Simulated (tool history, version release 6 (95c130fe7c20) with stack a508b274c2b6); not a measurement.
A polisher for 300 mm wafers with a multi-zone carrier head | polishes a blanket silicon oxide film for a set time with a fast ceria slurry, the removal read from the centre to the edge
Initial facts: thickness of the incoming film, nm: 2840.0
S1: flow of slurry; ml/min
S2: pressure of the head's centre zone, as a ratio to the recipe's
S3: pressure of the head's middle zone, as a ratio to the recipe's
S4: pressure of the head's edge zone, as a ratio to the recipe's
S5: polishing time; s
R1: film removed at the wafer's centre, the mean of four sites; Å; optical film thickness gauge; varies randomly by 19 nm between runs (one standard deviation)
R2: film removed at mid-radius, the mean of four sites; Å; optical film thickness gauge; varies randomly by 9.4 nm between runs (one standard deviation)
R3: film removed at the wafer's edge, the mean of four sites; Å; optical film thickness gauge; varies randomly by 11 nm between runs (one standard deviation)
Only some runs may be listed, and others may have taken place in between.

run	hour	S1	S2	S3	S4	S5	R1	R2	R3
1	0.0	180	1.00	1.00	1.00	76	10627	11171	10650
2	6.5	180	1.00	1.05	1.00	76	10955	11188	10745
3	7.6	170	1.02	1.02	1.02	78	11039	11346	10967
4	9.9	170	1.02	1.02	0.93	78	11474	11345	10751
5	16.3	160	1.04	0.99	0.96	81	11844	11443	11119
6	19.4	160	1.04	0.99	0.96	96	14310	13470	13172

Expected results for the next run?
7	26.2	155	1.03	0.89	1.06	98	?	?	?

Run 7 yielded R1 14025 Å, R2 13125 Å, R3 14261 Å.
